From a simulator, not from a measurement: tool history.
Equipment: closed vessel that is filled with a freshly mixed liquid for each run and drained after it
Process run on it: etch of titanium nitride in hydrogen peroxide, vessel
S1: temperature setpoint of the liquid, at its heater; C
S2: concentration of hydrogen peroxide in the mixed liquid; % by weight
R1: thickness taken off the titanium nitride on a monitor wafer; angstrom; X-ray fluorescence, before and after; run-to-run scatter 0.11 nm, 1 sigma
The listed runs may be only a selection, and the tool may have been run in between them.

Run 1, day 0.000: S1 58.0 C, S2 18.5 % by weight, time in the liquid (s) 170. Result: R1 115.68 angstrom.
Run 2, day 0.171: S1 59.0 C, S2 18.5 % by weight, time in the liquid (s) 170. Result: R1 123.22 angstrom.
Run 3, day 0.429: S1 59.5 C, S2 18.5 % by weight, time in the liquid (s) 170. Result: R1 127.42 angstrom.
Run 4, day 0.571: S1 59.5 C, S2 18.5 % by weight, time in the liquid (s) 170. Result: R1 127.69 angstrom.
Run 5, day 0.850: S1 60.0 C, S2 18.5 % by weight, time in the liquid (s) 170. Result: R1 131.66 angstrom.
Run 6, day 1.017: S1 60.0 C, S2 18.5 % by weight, time in the liquid (s) 170. Result: R1 133.80 angstrom.

Forecast run 7:
Run 7, day 1.167: S1 60.0 C, S2 18.5 % by weight, time in the liquid (s) 170. Result: R1 ?.

{"run 7": {"R1": 132.28}}

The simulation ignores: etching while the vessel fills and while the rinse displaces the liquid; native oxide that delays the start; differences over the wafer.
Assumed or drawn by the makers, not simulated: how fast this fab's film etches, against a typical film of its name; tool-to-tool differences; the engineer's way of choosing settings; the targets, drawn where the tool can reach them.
